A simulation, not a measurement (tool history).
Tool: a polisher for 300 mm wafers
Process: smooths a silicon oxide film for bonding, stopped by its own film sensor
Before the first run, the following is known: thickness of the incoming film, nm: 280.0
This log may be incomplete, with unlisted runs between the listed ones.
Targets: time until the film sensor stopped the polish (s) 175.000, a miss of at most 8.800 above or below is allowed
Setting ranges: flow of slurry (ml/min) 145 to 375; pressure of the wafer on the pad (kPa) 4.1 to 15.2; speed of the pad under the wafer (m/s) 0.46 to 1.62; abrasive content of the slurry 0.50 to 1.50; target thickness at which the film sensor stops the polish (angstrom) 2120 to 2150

run,day,flow of slurry (ml/min),pressure of the wafer on the pad (kPa),speed of the pad under the wafer (m/s),abrasive content of the slurry,target thickness at which the film sensor stops the polish (angstrom),time until the film sensor stopped the polish (s)
1,0.000,240,9.7,1.04,1.00,2150,110.080
2,0.204,240,9.7,1.28,1.00,2150,95.393
3,0.321,240,9.0,1.26,1.00,2150,102.470
4,0.450,195,9.0,1.26,1.00,2150,104.000
5,0.504,145,9.0,1.26,1.00,2150,110.290
6,0.812,145,9.0,1.26,0.80,2150,129.790
7,1.058,145,8.3,1.26,0.80,2150,135.660
8,1.242,145,5.5,1.22,0.80,2150,200.880

Next run, 5 choices. One meets every target within its allowed miss, the rest don't. Which?
A,1.425,145,8.3,1.02,0.95,2120,?
B,1.425,200,4.8,1.38,0.80,2150,?
C,1.425,145,6.2,1.08,0.80,2120,?
D,1.425,165,6.2,1.26,0.90,2150,?
E,1.425,225,6.2,1.32,0.75,2140,?

move,time until the film sensor stopped the polish (s)
A,150.630
B,193.570
C,208.220
D,158.990
E,170.390
A: moves the result that the last run missed by most past its target, out the other side
B: nearer the targets than the last run, but a result is still out of spec
C: the biggest miss grows against the last run
D: moves the result that the last run missed by most past its target, out the other side
E: each result inside its tolerance
E meets every target.
